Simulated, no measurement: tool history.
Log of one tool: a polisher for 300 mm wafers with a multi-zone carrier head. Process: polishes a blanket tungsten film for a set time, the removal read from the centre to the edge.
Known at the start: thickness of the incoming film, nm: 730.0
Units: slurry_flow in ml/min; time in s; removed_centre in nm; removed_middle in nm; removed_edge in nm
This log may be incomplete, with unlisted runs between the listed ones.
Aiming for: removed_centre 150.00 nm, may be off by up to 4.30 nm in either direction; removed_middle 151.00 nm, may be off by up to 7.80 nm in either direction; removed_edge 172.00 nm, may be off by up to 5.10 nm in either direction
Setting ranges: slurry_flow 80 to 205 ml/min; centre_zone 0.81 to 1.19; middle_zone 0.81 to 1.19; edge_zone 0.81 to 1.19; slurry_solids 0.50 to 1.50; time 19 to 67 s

run 1 hour=0.0 | slurry_flow=135 centre_zone=1.00 middle_zone=1.00 edge_zone=1.00 slurry_solids=1.00 time=43 | removed_centre=308.98 removed_middle=312.74 removed_edge=301.70
run 2 hour=2.4 | slurry_flow=135 centre_zone=1.00 middle_zone=1.05 edge_zone=1.00 slurry_solids=1.00 time=43 | removed_centre=305.80 removed_middle=333.76 removed_edge=307.67
run 3 hour=3.3 | slurry_flow=135 centre_zone=1.00 middle_zone=1.05 edge_zone=0.93 slurry_solids=1.00 time=43 | removed_centre=304.82 removed_middle=323.19 removed_edge=295.82
run 4 hour=5.9 | slurry_flow=135 centre_zone=1.00 middle_zone=1.05 edge_zone=0.85 slurry_solids=1.00 time=43 | removed_centre=304.99 removed_middle=324.10 removed_edge=279.14
run 5 hour=11.9 | slurry_flow=135 centre_zone=1.00 middle_zone=1.05 edge_zone=0.85 slurry_solids=1.10 time=43 | removed_centre=308.10 removed_middle=330.65 removed_edge=286.83
run 6 hour=14.4 | slurry_flow=135 centre_zone=1.00 middle_zone=1.05 edge_zone=0.91 slurry_solids=1.10 time=43 | removed_centre=314.59 removed_middle=333.26 removed_edge=295.71
run 7 hour=21.3 | slurry_flow=125 centre_zone=0.98 middle_zone=1.01 edge_zone=0.91 slurry_solids=1.00 time=40 | removed_centre=274.30 removed_middle=287.94 removed_edge=269.79
run 8 hour=29.0 | slurry_flow=120 centre_zone=0.96 middle_zone=0.98 edge_zone=0.90 slurry_solids=0.90 time=38 | removed_centre=244.39 removed_middle=254.62 removed_edge=245.37
run 9 hour=30.1 | slurry_flow=115 centre_zone=0.94 middle_zone=0.95 edge_zone=0.89 slurry_solids=0.85 time=37 | removed_centre=227.14 removed_middle=243.25 removed_edge=234.07
run 10 hour=34.5 | slurry_flow=110 centre_zone=0.94 middle_zone=0.93 edge_zone=0.90 slurry_solids=0.80 time=35 | removed_centre=212.72 removed_middle=218.98 removed_edge=217.64
run 11 hour=41.6 | slurry_flow=105 centre_zone=0.93 middle_zone=0.91 edge_zone=0.91 slurry_solids=0.75 time=34 | removed_centre=194.17 removed_middle=205.04 removed_edge=208.80
run 12 hour=50.1 | slurry_flow=100 centre_zone=0.93 middle_zone=0.89 edge_zone=0.92 slurry_solids=0.70 time=33 | removed_centre=186.60 removed_middle=186.78 removed_edge=198.47
run 13 hour=51.0 | slurry_flow=80 centre_zone=0.83 middle_zone=0.82 edge_zone=0.88 slurry_solids=0.50 time=31 | removed_centre=137.59 removed_middle=147.68 removed_edge=166.48
run 14 hour=59.4 | slurry_flow=85 centre_zone=0.84 middle_zone=0.82 edge_zone=0.89 slurry_solids=0.50 time=31 | removed_centre=142.10 removed_middle=150.86 removed_edge=168.13
run 15 hour=60.7 | slurry_flow=85 centre_zone=0.85 middle_zone=0.82 edge_zone=0.90 slurry_solids=0.50 time=31 | removed_centre=144.72 removed_middle=151.22 removed_edge=169.09

Next run, 5 choices. One meets every target within its allowed miss, the rest don't. Which?
run A hour=62.0 | slurry_flow=110 centre_zone=0.88 middle_zone=0.82 edge_zone=0.96 slurry_solids=0.50 time=29 | removed_centre=? removed_middle=? removed_edge=?
run B hour=62.0 | slurry_flow=95 centre_zone=0.81 middle_zone=0.83 edge_zone=0.90 slurry_solids=0.50 time=30 | removed_centre=? removed_middle=? removed_edge=?
run C hour=62.0 | slurry_flow=90 centre_zone=0.82 middle_zone=0.81 edge_zone=0.89 slurry_solids=0.60 time=30 | removed_centre=? removed_middle=? removed_edge=?
run D hour=62.0 | slurry_flow=100 centre_zone=0.86 middle_zone=0.83 edge_zone=0.97 slurry_solids=0.55 time=28 | removed_centre=? removed_middle=? removed_edge=?
run E hour=62.0 | slurry_flow=80 centre_zone=0.84 middle_zone=0.89 edge_zone=0.88 slurry_solids=0.50 time=31 | removed_centre=? removed_middle=? removed_edge=?

move=A removed_centre=150.36 removed_middle=146.98 removed_edge=171.98
move=B removed_centre=137.73 removed_middle=148.61 removed_edge=168.73
move=C removed_centre=142.15 removed_middle=148.82 removed_edge=172.28
move=D removed_centre=140.94 removed_middle=142.85 removed_edge=167.38
move=E removed_centre=140.52 removed_middle=155.76 removed_edge=167.55
A: every result within its allowed miss
B: misses by more than the last run did
C: misses by more than the last run did
D: misses by more than the last run did
E: misses by more than the last run did
The right move is A.

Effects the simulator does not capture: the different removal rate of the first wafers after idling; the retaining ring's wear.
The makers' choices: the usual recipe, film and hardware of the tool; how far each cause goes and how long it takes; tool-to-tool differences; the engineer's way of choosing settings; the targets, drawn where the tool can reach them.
